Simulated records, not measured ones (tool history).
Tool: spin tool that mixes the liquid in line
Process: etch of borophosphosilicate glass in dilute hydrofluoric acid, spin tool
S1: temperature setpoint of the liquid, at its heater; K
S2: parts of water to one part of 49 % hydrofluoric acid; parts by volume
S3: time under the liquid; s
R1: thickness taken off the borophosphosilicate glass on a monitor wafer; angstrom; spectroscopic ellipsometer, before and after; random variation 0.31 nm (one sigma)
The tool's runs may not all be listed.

run	day	S1	S2	S3	R1
1	0	295.15	55	25	189.16
2	0.317	297.65	50	25	228.15
3	0.529	297.65	35	25	327.53
4	0.829	297.65	25	25	470.84
5	1.075	297.65	35	25	330.65
6	1.308	297.65	50	25	227.08
7	1.462	299.15	45	25	271.03
8	1.7	300.15	45	25	277.63

Forecast run 9:
9	1.921	301.15	45	25	?

R1: 288.15 angstrom
